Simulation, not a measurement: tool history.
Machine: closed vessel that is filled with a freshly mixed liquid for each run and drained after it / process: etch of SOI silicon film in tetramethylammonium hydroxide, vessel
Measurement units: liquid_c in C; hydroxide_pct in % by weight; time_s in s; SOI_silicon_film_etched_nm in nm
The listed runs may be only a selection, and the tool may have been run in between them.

{"run": 1, "day": 0.0, "liquid_c": 72, "hydroxide_pct": 8, "time_s": 90, "SOI_silicon_film_etched_nm": 804.57}
{"run": 2, "day": 0.229, "liquid_c": 75.5, "hydroxide_pct": 8, "time_s": 90, "SOI_silicon_film_etched_nm": 980.01}
{"run": 3, "day": 0.538, "liquid_c": 76.5, "hydroxide_pct": 8, "time_s": 90, "SOI_silicon_film_etched_nm": 1044.5}
{"run": 4, "day": 0.862, "liquid_c": 77.5, "hydroxide_pct": 8, "time_s": 90, "SOI_silicon_film_etched_nm": 1106.4}
{"run": 5, "day": 0.975, "liquid_c": 78.5, "hydroxide_pct": 8, "time_s": 90, "SOI_silicon_film_etched_nm": 1156.2}
{"run": 6, "day": 1.204, "liquid_c": 78.5, "hydroxide_pct": 7.5, "time_s": 90, "SOI_silicon_film_etched_nm": 1189.5}

Expected results for the next run?
{"run": 7, "day": 1.454, "liquid_c": 79, "hydroxide_pct": 7.5, "time_s": 90, "SOI_silicon_film_etched_nm": "?"}

SOI_silicon_film_etched_nm: 1215 nm

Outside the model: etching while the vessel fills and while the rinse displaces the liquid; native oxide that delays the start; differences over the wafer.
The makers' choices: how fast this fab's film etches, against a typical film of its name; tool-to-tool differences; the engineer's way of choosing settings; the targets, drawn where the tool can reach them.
